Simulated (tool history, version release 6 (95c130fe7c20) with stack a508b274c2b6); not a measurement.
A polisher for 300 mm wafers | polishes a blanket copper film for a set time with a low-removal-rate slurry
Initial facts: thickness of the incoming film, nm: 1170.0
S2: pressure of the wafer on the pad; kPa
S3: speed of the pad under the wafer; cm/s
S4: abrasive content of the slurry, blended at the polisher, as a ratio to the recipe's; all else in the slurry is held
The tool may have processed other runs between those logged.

{"run": 1, "hour": 0.0, "flow of slurry (ml/min)": 140, "S2": 14.5, "S3": 96, "S4": 1.0, "polishing time (s)": 88, "film removed (nm)": 152.11}
{"run": 2, "hour": 5.9, "flow of slurry (ml/min)": 145, "S2": 15.2, "S3": 96, "S4": 1.0, "polishing time (s)": 88, "film removed (nm)": 163.35}
{"run": 3, "hour": 12.4, "flow of slurry (ml/min)": 175, "S2": 15.2, "S3": 96, "S4": 1.0, "polishing time (s)": 88, "film removed (nm)": 169.09}
{"run": 4, "hour": 19.1, "flow of slurry (ml/min)": 180, "S2": 15.9, "S3": 96, "S4": 1.0, "polishing time (s)": 88, "film removed (nm)": 175.41}
{"run": 5, "hour": 25.4, "flow of slurry (ml/min)": 180, "S2": 16.5, "S3": 96, "S4": 1.0, "polishing time (s)": 88, "film removed (nm)": 182.24}
{"run": 6, "hour": 33.6, "flow of slurry (ml/min)": 180, "S2": 14.5, "S3": 96, "S4": 1.0, "polishing time (s)": 88, "film removed (nm)": 162.95}
{"run": 7, "hour": 39.3, "flow of slurry (ml/min)": 185, "S2": 15.2, "S3": 96, "S4": 1.0, "polishing time (s)": 88, "film removed (nm)": 168.84}
{"run": 8, "hour": 47.5, "flow of slurry (ml/min)": 185, "S2": 15.9, "S3": 96, "S4": 1.0, "polishing time (s)": 88, "film removed (nm)": 176.06}
{"run": 9, "hour": 51.4, "flow of slurry (ml/min)": 185, "S2": 16.5, "S3": 96, "S4": 1.0, "polishing time (s)": 88, "film removed (nm)": 183.71}
{"run": 10, "hour": 58.3, "flow of slurry (ml/min)": 190, "S2": 17.2, "S3": 96, "S4": 1.0, "polishing time (s)": 88, "film removed (nm)": 192.22}

What does the tool deliver on the next run?
{"run": 11, "hour": 60.3, "flow of slurry (ml/min)": 195, "S2": 17.2, "S3": 96, "S4": 1.0, "polishing time (s)": 88, "film removed (nm)": "?"}

film removed (nm): 189.41

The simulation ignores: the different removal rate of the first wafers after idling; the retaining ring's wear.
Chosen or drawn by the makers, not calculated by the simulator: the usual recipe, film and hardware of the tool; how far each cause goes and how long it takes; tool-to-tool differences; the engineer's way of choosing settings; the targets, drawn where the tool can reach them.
